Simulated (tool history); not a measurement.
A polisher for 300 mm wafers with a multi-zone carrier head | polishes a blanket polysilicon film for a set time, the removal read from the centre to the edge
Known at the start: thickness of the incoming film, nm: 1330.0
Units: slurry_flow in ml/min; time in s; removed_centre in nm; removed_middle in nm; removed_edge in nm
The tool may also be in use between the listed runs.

run,hour,slurry_flow,centre_zone,middle_zone,edge_zone,time,removed_centre,removed_middle,removed_edge
1,0,250,1,1,1,67,381.15,381.72,386.18
2,6.5,250,1,1,1.04,67,368.96,370.98,391.81
3,14.2,250,1,1.05,1.04,67,374.86,402.3,387.85
4,19.1,255,1,1.06,1.05,69,387.2,428.82,410.42
5,27,260,1.01,1.07,1.06,70,398.03,438.64,413.59
6,32.4,235,1.01,1.07,1.06,70,392.42,422.58,401.65
7,36,250,1.02,1.08,1.06,70,402.24,436.15,413.34
8,38,265,1.02,1.09,1.06,70,408.16,437.99,420.4
9,43,270,1.02,1.1,1.06,71,402.39,454.56,422
10,51.6,275,1.03,1.11,1.06,72,412.12,462.16,424.16

The next listed run, before its measurement:
11,58.8,275,1.03,1.12,1.07,73,?,?,?

Run 11 gave removed_centre 437.34 nm, removed_middle 468.73 nm, removed_edge 430.79 nm.
